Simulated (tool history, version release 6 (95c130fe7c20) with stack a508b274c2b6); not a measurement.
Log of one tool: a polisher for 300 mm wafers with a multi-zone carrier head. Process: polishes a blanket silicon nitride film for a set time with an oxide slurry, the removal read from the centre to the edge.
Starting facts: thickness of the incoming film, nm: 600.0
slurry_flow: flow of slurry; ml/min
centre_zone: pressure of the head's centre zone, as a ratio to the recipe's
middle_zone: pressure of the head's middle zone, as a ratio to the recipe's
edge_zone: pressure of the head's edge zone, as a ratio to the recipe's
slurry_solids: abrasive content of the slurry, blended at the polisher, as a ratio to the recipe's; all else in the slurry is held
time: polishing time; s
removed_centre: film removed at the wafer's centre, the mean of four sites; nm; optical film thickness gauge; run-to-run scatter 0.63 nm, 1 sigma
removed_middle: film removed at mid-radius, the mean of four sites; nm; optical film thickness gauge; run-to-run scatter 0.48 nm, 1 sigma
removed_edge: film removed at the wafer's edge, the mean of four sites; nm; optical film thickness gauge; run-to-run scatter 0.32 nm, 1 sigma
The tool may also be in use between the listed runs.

run  hour  slurry_flow  centre_zone  middle_zone  edge_zone  slurry_solids  time  removed_centre  removed_middle  removed_edge
  1     0          155            1            1          1              1    40            19.8           20.17        21.171
  2   1.9          155            1            1       1.04              1    40          19.452          20.212        21.368
  3   5.8          170         1.04         1.03       1.05           1.15    44          25.764          25.236        25.952
  4  11.7          170         0.99         1.03       1.05           1.15    44          24.463          24.926        26.304
  5  20.3          185         1.01         1.08       1.06           1.25    46          27.237          29.193        28.748
  6    28          160         1.01         1.08       1.06           1.25    46          26.529          27.914        28.092
  7  30.1          180         1.04          1.1       1.08           1.35    48          30.164          31.881        31.072
  8  36.2          195         1.07          1.1       1.09            1.4    50          33.302          33.783        33.893
  9  40.2          205          1.1         1.12       1.09           1.45    51          35.436          36.326        34.692
 10  43.8          210         1.12         1.13        1.1           1.45    52          37.789          38.116        36.033
 11  49.6          215         1.13         1.14       1.12           1.45    53          38.426          38.295        37.376

Estimate the outcome of run 12 from the log above:
 12  55.2          220         1.14         1.15       1.12           1.45    53               ?               ?             ?

{"run 12": {"removed_centre": 39.736, "removed_middle": 38.183, "removed_edge": 37.029}}
